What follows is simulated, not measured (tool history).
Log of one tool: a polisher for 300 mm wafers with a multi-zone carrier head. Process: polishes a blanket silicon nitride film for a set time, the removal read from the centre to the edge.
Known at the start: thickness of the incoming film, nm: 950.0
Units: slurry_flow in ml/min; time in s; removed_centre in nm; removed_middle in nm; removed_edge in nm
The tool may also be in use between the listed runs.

run  hour  slurry_flow  centre_zone  middle_zone  edge_zone  time  removed_centre  removed_middle  removed_edge
  1   0.0          145         1.00         1.00       1.00    44         113.360          116.63        112.14
  2   8.0          140         0.98         0.99       0.97    42         104.180          108.95        105.81
  3  14.9          135         0.97         0.99       0.95    41         100.350          105.04        103.13
  4  18.6          135         0.97         0.99       1.02    41          99.238          106.71        106.13
  5  22.8          135         0.97         0.99       1.06    41         103.420          104.14        107.75
  6  24.8          135         0.97         0.99       1.06    46         114.400          115.75        118.70

The next listed run, before its measurement:
  7  31.6          135         0.97         0.99       1.03    43               ?               ?             ?

removed_centre: 105.250 nm
removed_middle: 107.86 nm
removed_edge: 111.79 nm
